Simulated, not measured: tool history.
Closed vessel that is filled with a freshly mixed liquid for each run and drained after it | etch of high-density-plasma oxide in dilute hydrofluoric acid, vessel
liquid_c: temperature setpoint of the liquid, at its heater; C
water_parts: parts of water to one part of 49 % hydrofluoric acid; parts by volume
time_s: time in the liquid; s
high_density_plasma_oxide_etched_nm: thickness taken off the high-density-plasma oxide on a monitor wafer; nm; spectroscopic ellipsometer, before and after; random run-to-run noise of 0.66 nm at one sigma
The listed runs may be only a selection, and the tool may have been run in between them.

run    day  liquid_c  water_parts  time_s  high_density_plasma_oxide_etched_nm
  1  0.000      23.0          240    1775                               59.475
  2  0.167      24.0          240    1775                               62.815
  3  0.488      27.0          240    1775                               68.619
  4  0.792      25.5          240    1775                               65.509
  5  0.971      25.5          160    1775                              108.250
  6  1.171      23.5          165    1775                               96.841
  7  1.225      22.0          170    1775                               87.932

Run 8 has not been measured yet. What should we expect?
  8  1.475      21.0          170    1775                                    ?

Run 8 yielded high_density_plasma_oxide_etched_nm 83.917 nm.

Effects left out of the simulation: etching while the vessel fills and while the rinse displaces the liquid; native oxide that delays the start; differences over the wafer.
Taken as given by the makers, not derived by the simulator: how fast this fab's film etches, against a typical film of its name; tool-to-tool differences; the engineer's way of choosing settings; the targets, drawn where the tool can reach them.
